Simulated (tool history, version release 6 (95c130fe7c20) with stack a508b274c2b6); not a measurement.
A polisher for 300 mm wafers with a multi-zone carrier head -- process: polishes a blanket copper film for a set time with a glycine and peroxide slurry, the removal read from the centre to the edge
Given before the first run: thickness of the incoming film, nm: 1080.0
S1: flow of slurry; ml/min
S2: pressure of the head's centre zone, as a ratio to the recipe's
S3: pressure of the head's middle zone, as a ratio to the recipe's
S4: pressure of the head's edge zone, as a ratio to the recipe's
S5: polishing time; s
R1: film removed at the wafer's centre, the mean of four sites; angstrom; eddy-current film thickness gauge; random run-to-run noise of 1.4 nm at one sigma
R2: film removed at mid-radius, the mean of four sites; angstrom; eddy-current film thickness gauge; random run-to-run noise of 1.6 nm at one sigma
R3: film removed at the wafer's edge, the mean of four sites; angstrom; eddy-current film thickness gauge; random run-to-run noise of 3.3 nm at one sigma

{"run": 1, "day": 0.0, "S1": 225, "S2": 1.0, "S3": 1.0, "S4": 1.0, "S5": 48, "R1": 3532.4, "R2": 3466.1, "R3": 3522.2}
{"run": 2, "day": 0.108, "S1": 225, "S2": 1.0, "S3": 0.93, "S4": 1.0, "S5": 48, "R1": 3512.7, "R2": 3252.9, "R3": 3429.4}
{"run": 3, "day": 0.25, "S1": 245, "S2": 1.0, "S3": 0.93, "S4": 1.0, "S5": 48, "R1": 3559.3, "R2": 3243.2, "R3": 3471.7}
{"run": 4, "day": 0.317, "S1": 245, "S2": 1.0, "S3": 0.93, "S4": 1.05, "S5": 48, "R1": 3527.0, "R2": 3274.5, "R3": 3623.7}
{"run": 5, "day": 0.692, "S1": 235, "S2": 0.97, "S3": 0.94, "S4": 1.03, "S5": 46, "R1": 3264.0, "R2": 3150.7, "R3": 3372.1}
{"run": 6, "day": 0.921, "S1": 225, "S2": 0.95, "S3": 0.95, "S4": 1.02, "S5": 45, "R1": 3110.7, "R2": 3094.3, "R3": 3264.0}
{"run": 7, "day": 1.25, "S1": 215, "S2": 0.93, "S3": 0.96, "S4": 1.01, "S5": 44, "R1": 2956.6, "R2": 3061.7, "R3": 3238.8}
{"run": 8, "day": 1.321, "S1": 210, "S2": 0.92, "S3": 0.97, "S4": 0.98, "S5": 43, "R1": 2840.2, "R2": 2977.1, "R3": 3066.1}
{"run": 9, "day": 1.554, "S1": 205, "S2": 0.9, "S3": 0.98, "S4": 0.96, "S5": 42, "R1": 2737.2, "R2": 2955.3, "R3": 2879.2}
{"run": 10, "day": 1.738, "S1": 150, "S2": 0.81, "S3": 1.01, "S4": 0.98, "S5": 36, "R1": 1963.1, "R2": 2456.1, "R3": 2472.2}
{"run": 11, "day": 1.946, "S1": 160, "S2": 0.81, "S3": 1.01, "S4": 0.97, "S5": 36, "R1": 1994.6, "R2": 2498.1, "R3": 2510.6}

Forecast run 12:
{"run": 12, "day": 1.988, "S1": 170, "S2": 0.81, "S3": 1.01, "S4": 0.96, "S5": 36, "R1": "?", "R2": "?", "R3": "?"}

{"run 12": {"R1": 2031.5, "R2": 2508.2, "R3": 2482.8}}
